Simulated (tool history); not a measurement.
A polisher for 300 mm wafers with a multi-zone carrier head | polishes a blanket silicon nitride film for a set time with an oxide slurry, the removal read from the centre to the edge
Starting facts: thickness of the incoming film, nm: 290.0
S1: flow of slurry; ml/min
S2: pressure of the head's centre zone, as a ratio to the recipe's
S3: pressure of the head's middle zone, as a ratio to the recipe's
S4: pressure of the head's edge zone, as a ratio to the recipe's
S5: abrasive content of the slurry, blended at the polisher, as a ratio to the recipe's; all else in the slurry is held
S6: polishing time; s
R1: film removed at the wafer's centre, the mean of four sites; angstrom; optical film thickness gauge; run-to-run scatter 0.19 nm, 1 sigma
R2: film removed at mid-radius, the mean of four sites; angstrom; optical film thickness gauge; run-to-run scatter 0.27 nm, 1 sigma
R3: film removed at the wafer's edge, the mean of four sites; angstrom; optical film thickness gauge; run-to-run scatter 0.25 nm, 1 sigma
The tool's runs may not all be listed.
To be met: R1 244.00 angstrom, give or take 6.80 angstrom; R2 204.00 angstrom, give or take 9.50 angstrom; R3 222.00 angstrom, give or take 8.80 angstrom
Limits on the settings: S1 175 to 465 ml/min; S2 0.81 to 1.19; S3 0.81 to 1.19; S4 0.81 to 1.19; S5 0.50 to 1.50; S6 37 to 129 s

run 1 hour=0.0 | S1=295 S2=1.00 S3=1.00 S4=1.00 S5=1.00 S6=83 | R1=407.44 R2=372.39 R3=386.77
run 2 hour=4.1 | S1=295 S2=1.00 S3=1.00 S4=1.08 S5=1.00 S6=83 | R1=400.63 R2=380.05 R3=417.26
run 3 hour=6.8 | S1=295 S2=1.00 S3=1.00 S4=1.01 S5=1.00 S6=83 | R1=404.12 R2=378.44 R3=392.71
run 4 hour=7.9 | S1=295 S2=1.00 S3=1.00 S4=1.01 S5=1.00 S6=73 | R1=359.36 R2=329.42 R3=348.91
run 5 hour=12.6 | S1=295 S2=0.98 S3=0.97 S4=0.97 S5=0.90 S6=71 | R1=325.41 R2=308.30 R3=320.95
run 6 hour=14.6 | S1=295 S2=1.00 S3=0.94 S4=0.95 S5=0.80 S6=68 | R1=310.20 R2=276.00 R3=292.12
run 7 hour=20.5 | S1=290 S2=0.95 S3=0.84 S4=0.85 S5=0.55 S6=60 | R1=230.44 R2=199.65 R3=222.03
run 8 hour=28.9 | S1=295 S2=0.96 S3=0.84 S4=0.85 S5=0.55 S6=60 | R1=236.65 R2=200.96 R3=222.24

Which single option among these 5 for the next run brings every result within its allowed miss of target? Just one does.
run A hour=37.3 | S1=290 S2=0.95 S3=0.92 S4=0.84 S5=0.55 S6=58 | R1=? R2=? R3=?
run B hour=37.3 | S1=295 S2=0.93 S3=0.90 S4=0.92 S5=0.85 S6=52 | R1=? R2=? R3=?
run C hour=37.3 | S1=205 S2=0.96 S3=0.88 S4=0.91 S5=0.50 S6=61 | R1=? R2=? R3=?
run D hour=37.3 | S1=375 S2=0.93 S3=0.83 S4=0.92 S5=0.70 S6=57 | R1=? R2=? R3=?
run E hour=37.3 | S1=305 S2=1.01 S3=0.89 S4=0.89 S5=0.55 S6=59 | R1=? R2=? R3=?

move=A R1=230.85 R2=207.37 R3=214.06
move=B R1=230.41 R2=207.44 R3=227.25
move=C R1=229.14 R2=197.25 R3=221.25
move=D R1=243.67 R2=204.89 R3=239.05
move=E R1=250.37 R2=206.08 R3=224.37
A: the biggest miss grows against the last run
B: the biggest miss grows against the last run
C: the biggest miss grows against the last run
D: the worst result of the last run now meets its target, but another is out of spec
E: every result within its allowed miss
E meets every target.

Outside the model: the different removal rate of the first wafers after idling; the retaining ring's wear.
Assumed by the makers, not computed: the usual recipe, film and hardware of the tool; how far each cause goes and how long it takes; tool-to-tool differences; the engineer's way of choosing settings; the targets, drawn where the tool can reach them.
